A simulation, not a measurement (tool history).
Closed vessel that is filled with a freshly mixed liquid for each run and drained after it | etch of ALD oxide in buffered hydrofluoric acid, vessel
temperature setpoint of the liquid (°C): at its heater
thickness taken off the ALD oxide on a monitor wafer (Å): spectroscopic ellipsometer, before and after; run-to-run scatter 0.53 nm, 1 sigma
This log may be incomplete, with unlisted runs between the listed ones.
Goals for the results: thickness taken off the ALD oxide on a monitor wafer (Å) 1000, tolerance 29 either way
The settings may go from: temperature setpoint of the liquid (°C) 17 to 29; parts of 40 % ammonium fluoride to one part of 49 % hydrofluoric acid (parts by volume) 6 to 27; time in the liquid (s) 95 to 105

run	hour	temperature setpoint of the liquid (°C)	parts of 40 % ammonium fluoride to one part of 49 % hydrofluoric acid (parts by volume)	time in the liquid (s)	thickness taken off the ALD oxide on a monitor wafer (Å)
1	0	21	16.5	95	679.3
2	8.8	21	16.5	105	752.17
3	16.2	21	16.5	95	678.69
4	18.2	22	16.5	95	713.49
5	23.2	22	21	95	572.29
6	25.4	24.5	21	95	659.45
7	30.6	25	20.5	95	692.57
8	33.7	25.5	20	95	719.94
9	36.1	26	19.5	95	751.16
10	37.8	29	16.5	95	1043.4

5 candidate next runs follow, results not yet known. Just one meets every target within its allowed miss. Identify it.
A	39.5	28.5	16	95	?
B	39.5	29	16.5	100	?
C	39.5	28.5	17.5	100	?
D	39.5	29	18	105	?
E	39.5	23.5	12.5	100	?

move	thickness taken off the ALD oxide on a monitor wafer (Å)
A	1052.6
B	1103.9
C	1014.6
D	1064.1
E	1077.9
A: its largest miss is bigger than the last run's
B: its largest miss is bigger than the last run's
C: every result within its allowed miss
D: its largest miss is bigger than the last run's
E: its largest miss is bigger than the last run's
C is the move that brings every result within its allowed miss.

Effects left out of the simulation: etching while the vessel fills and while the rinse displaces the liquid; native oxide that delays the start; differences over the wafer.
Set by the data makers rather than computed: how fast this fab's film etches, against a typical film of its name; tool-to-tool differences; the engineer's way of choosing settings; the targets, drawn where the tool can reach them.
